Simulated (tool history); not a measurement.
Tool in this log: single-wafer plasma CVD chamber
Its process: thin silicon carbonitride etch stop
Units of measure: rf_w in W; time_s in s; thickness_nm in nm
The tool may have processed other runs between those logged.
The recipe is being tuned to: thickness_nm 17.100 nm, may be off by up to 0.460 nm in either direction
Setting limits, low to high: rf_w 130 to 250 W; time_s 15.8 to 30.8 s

run  hour  rf_w  time_s  thickness_nm
  1   0.0   190    23.3        13.640
  2   3.1   190    21.4        12.623
  3   4.6   190    18.4        10.786
  4   8.9   200    20.8        12.391
  5  13.4   200    22.1        13.045
  6  15.9   200    20.7        12.260
  7  19.9   205    22.6        13.506
  8  22.4   210    23.9        14.488

Below are 5 possible settings for the next run. Only one of them brings all results inside the allowed miss of their targets. Which is it?
  A  24.9   220    19.5             ?
  B  24.9   195    19.5             ?
  C  24.9   220    25.6             ?
  D  24.9   195    28.8             ?
  E  24.9   185    18.3             ?

move  thickness_nm
   A        11.989
   B        11.488
   C        15.739
   D        16.967
   E        10.579
A: further off than the last run
B: further off than the last run
C: nearer the targets than the last run, but a result is still out of spec
D: every result lands within tolerance
E: further off than the last run
The right move is D.
